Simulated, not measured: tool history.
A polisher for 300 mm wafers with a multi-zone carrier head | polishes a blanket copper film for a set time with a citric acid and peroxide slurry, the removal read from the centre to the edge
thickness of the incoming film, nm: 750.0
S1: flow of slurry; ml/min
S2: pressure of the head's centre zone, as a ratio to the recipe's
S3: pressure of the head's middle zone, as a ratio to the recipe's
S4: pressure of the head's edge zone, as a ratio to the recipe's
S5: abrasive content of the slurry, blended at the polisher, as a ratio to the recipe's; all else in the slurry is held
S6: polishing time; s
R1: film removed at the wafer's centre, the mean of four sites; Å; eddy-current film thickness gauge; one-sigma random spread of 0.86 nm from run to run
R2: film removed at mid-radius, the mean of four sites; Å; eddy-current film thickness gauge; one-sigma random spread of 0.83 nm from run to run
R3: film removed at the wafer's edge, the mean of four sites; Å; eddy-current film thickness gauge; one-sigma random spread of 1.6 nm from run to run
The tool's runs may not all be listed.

Run 1, hour 0.0: S1 285 ml/min, S2 1.00, S3 1.00, S4 1.00, S5 1.00, S6 61 s. Result: R1 1429.1 Å, R2 1377.20 Å, R3 1431.0 Å.
Run 2, hour 5.9: S1 280 ml/min, S2 1.00, S3 0.97, S4 0.96, S5 0.90, S6 60 s. Result: R1 1344.6 Å, R2 1297.40 Å, R3 1328.0 Å.
Run 3, hour 14.1: S1 280 ml/min, S2 1.00, S3 0.97, S4 0.96, S5 1.10, S6 60 s. Result: R1 1398.0 Å, R2 1355.50 Å, R3 1365.5 Å.
Run 4, hour 18.7: S1 280 ml/min, S2 1.00, S3 0.91, S4 0.96, S5 1.10, S6 60 s. Result: R1 1399.0 Å, R2 1281.80 Å, R3 1402.5 Å.
Run 5, hour 20.4: S1 275 ml/min, S2 1.01, S3 0.89, S4 0.93, S5 0.95, S6 59 s. Result: R1 1348.9 Å, R2 1210.40 Å, R3 1293.6 Å.
Run 6, hour 21.4: S1 275 ml/min, S2 1.01, S3 0.89, S4 0.93, S5 0.95, S6 47 s. Result: R1 1077.0 Å, R2 958.54 Å, R3 1003.4 Å.
Run 7, hour 28.7: S1 290 ml/min, S2 1.02, S3 0.90, S4 0.95, S5 0.95, S6 47 s. Result: R1 1079.8 Å, R2 977.78 Å, R3 1040.1 Å.

Run 8 is up next; what results do you expect?
Run 8, hour 30.3: S1 300 ml/min, S2 1.05, S3 0.90, S4 0.96, S5 0.95, S6 47 s. Result: R1 ?, R2 ?, R3 ?.

R1: 1140.8 Å
R2: 977.78 Å
R3: 1059.2 Å
